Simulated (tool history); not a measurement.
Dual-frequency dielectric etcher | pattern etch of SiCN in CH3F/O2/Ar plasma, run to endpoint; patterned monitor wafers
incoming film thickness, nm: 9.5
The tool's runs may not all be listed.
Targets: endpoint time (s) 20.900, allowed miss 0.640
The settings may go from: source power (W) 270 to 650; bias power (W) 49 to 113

| run | hour | source power (W) | bias power (W) | endpoint time (s) |
|---|---|---|---|---|
| 1 | 0.0 | 460 | 81 | 24.525 |
| 2 | 3.0 | 500 | 84 | 23.831 |
| 3 | 7.5 | 530 | 89 | 23.129 |
| 4 | 12.9 | 560 | 93 | 22.378 |
| 5 | 19.8 | 580 | 96 | 21.852 |
| 6 | 23.4 | 550 | 96 | 22.327 |
| 7 | 30.7 | 570 | 98 | 21.543 |
| 8 | 33.8 | 580 | 99 | 21.787 |

4 next moves are on the table. One of them brings every result within its allowed miss. Which?
| A | 36.9 | 550 | 97 | ? |
| B | 36.9 | 640 | 73 | ? |
| C | 36.9 | 640 | 99 | ? |
| D | 36.9 | 520 | 94 | ? |

| move | endpoint time (s) |
|---|---|
| A | 22.318 |
| B | 22.773 |
| C | 21.079 |
| D | 22.937 |
A: further off than the last run
B: further off than the last run
C: meets every target
D: further off than the last run
Move C is the one to make.

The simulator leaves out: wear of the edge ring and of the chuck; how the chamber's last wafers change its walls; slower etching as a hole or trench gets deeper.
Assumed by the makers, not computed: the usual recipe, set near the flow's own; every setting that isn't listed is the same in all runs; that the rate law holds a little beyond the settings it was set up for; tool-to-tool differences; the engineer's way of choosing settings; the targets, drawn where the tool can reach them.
